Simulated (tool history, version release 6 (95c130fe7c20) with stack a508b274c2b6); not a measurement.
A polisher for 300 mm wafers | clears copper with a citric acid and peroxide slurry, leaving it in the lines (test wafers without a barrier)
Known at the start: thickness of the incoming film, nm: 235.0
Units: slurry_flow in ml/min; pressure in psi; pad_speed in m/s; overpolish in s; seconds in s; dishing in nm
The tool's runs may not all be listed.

run 1 hour=0 | slurry_flow=315 pressure=2.4 pad_speed=1.14 slurry_solids=1 overpolish=29 | seconds=120.55 dishing=38.871
run 2 hour=8.3 | slurry_flow=315 pressure=2.4 pad_speed=1.14 slurry_solids=1 overpolish=39 | seconds=118.32 dishing=49.892
run 3 hour=10.4 | slurry_flow=315 pressure=2.4 pad_speed=1.14 slurry_solids=1 overpolish=33 | seconds=120.61 dishing=43.85
run 4 hour=17.1 | slurry_flow=315 pressure=2.3 pad_speed=1.14 slurry_solids=1 overpolish=29 | seconds=124.75 dishing=37.583
run 5 hour=19.4 | slurry_flow=315 pressure=2.3 pad_speed=1.14 slurry_solids=1 overpolish=25 | seconds=122.55 dishing=32.927
run 6 hour=22.5 | slurry_flow=315 pressure=1.8 pad_speed=1.14 slurry_solids=1 overpolish=25 | seconds=159.27 dishing=25.577
run 7 hour=25.5 | slurry_flow=315 pressure=1.9 pad_speed=1.14 slurry_solids=1 overpolish=23 | seconds=151.01 dishing=25.545

Run 8 comes next. What will it give?
run 8 hour=34.4 | slurry_flow=315 pressure=1.9 pad_speed=1.14 slurry_solids=1 overpolish=23 | seconds=? dishing=?

Run 8 gave seconds 148.97 s, dishing 25.994 nm.
